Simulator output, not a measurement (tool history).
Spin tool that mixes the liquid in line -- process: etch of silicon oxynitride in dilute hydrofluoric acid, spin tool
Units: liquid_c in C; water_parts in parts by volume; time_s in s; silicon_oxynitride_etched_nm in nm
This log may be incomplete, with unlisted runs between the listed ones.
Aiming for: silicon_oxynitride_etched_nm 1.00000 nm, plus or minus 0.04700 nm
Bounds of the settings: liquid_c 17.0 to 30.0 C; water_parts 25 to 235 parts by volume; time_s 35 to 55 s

| run | hour | liquid_c | water_parts | time_s | silicon_oxynitride_etched_nm |
|---|---|---|---|---|---|
| 1 | 0.0 | 22.0 | 130 | 55 | 0.85780 |
| 2 | 6.3 | 22.5 | 130 | 55 | 0.85895 |
| 3 | 10.2 | 23.0 | 130 | 55 | 0.90209 |
| 4 | 16.3 | 23.0 | 95 | 55 | 1.24360 |
| 5 | 17.1 | 24.5 | 95 | 55 | 1.33850 |
| 6 | 18.4 | 24.5 | 95 | 35 | 0.85622 |
| 7 | 21.4 | 24.0 | 90 | 35 | 0.87625 |
| 8 | 27.6 | 24.5 | 90 | 35 | 0.91426 |

Pick the move, out of 5, that brings all results within their allowed miss; only one does.
| A | 33.8 | 25.0 | 145 | 55 | ? |
| B | 33.8 | 22.0 | 100 | 45 | ? |
| C | 33.8 | 22.0 | 105 | 45 | ? |
| D | 33.8 | 25.5 | 85 | 35 | ? |
| E | 33.8 | 26.0 | 100 | 35 | ? |

| move | silicon_oxynitride_etched_nm |
|---|---|
| A | 0.87028 |
| B | 0.92685 |
| C | 0.87956 |
| D | 1.01410 |
| E | 0.87170 |
A: the biggest miss grows against the last run
B: better than the last run, though not everything is in spec
C: the biggest miss grows against the last run
D: each result inside its tolerance
E: the biggest miss grows against the last run
Go with D: it meets all targets.

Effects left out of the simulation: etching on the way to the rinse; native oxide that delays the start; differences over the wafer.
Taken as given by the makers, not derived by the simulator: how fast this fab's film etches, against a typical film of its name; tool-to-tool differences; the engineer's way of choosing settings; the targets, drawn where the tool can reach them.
